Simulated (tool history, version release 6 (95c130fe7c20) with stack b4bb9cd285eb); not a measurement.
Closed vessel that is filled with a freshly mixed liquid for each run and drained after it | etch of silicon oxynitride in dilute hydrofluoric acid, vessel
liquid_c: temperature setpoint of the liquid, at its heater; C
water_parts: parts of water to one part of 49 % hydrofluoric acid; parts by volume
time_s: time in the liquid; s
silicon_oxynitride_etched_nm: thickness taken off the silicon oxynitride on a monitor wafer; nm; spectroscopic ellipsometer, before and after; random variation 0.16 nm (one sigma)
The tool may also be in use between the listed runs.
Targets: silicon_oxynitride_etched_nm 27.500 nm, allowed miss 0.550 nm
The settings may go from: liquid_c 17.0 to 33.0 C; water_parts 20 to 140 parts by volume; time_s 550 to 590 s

run,hour,liquid_c,water_parts,time_s,silicon_oxynitride_etched_nm
1,0.0,25.0,75,550,17.709
2,8.3,27.5,75,550,19.678
3,9.4,29.0,75,550,21.026
4,17.2,30.0,75,550,22.189
5,26.2,31.0,75,550,23.327
6,34.1,31.5,75,550,23.677
7,43.1,32.0,75,550,24.283
8,50.5,32.5,75,550,24.879

5 next moves are on the table. One of them brings every result within its allowed miss. Which?
A,57.9,33.0,70,590,?
B,57.9,32.0,70,575,?
C,57.9,33.0,70,575,?
D,57.9,31.0,60,550,?
E,57.9,31.0,70,570,?

move,silicon_oxynitride_etched_nm
A,29.335
B,27.343
C,28.590
D,29.530
E,25.914
A: takes the result that was furthest off past its target
B: meets every target
C: takes the result that was furthest off past its target
D: takes the result that was furthest off past its target
E: nearer than the last run, and not there yet
Answer: B
